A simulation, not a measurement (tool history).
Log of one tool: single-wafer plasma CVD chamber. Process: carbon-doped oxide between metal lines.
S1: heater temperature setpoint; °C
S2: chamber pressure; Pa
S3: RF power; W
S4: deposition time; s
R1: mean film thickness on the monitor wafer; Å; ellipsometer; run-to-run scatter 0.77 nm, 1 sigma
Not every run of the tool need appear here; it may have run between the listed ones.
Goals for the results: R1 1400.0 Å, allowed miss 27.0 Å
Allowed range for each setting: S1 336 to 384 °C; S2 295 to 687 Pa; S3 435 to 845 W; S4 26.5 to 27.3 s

run 1 day=0.000 | S1=360 S2=491 S3=640 S4=26.5 | R1=1653.6
run 2 day=0.338 | S1=360 S2=491 S3=560 S4=26.5 | R1=1477.7
run 3 day=0.550 | S1=362 S2=479 S3=555 S4=26.5 | R1=1456.6
run 4 day=0.688 | S1=355 S2=479 S3=555 S4=26.5 | R1=1479.1
run 5 day=0.838 | S1=356 S2=463 S3=550 S4=26.5 | R1=1453.3
run 6 day=0.879 | S1=356 S2=451 S3=550 S4=26.5 | R1=1469.4
run 7 day=1.079 | S1=357 S2=449 S3=545 S4=26.5 | R1=1457.9
run 8 day=1.392 | S1=358 S2=449 S3=540 S4=26.5 | R1=1429.0
run 9 day=1.625 | S1=359 S2=444 S3=540 S4=26.5 | R1=1432.6

Consider the 4 candidate settings below. Which is the only one whose results all fall within their allowed miss of target?
run A day=1.858 | S1=361 S2=421 S3=520 S4=27.0 | R1=?
run B day=1.858 | S1=373 S2=421 S3=580 S4=26.5 | R1=?
run C day=1.858 | S1=370 S2=392 S3=555 S4=27.3 | R1=?
run D day=1.858 | S1=363 S2=411 S3=585 S4=26.5 | R1=?

move=A R1=1394.5
move=B R1=1457.8
move=C R1=1449.5
move=D R1=1499.9
A: in spec on every target
B: further off than the last run
C: further off than the last run
D: further off than the last run
So the answer is move A, the one that meets all the targets.

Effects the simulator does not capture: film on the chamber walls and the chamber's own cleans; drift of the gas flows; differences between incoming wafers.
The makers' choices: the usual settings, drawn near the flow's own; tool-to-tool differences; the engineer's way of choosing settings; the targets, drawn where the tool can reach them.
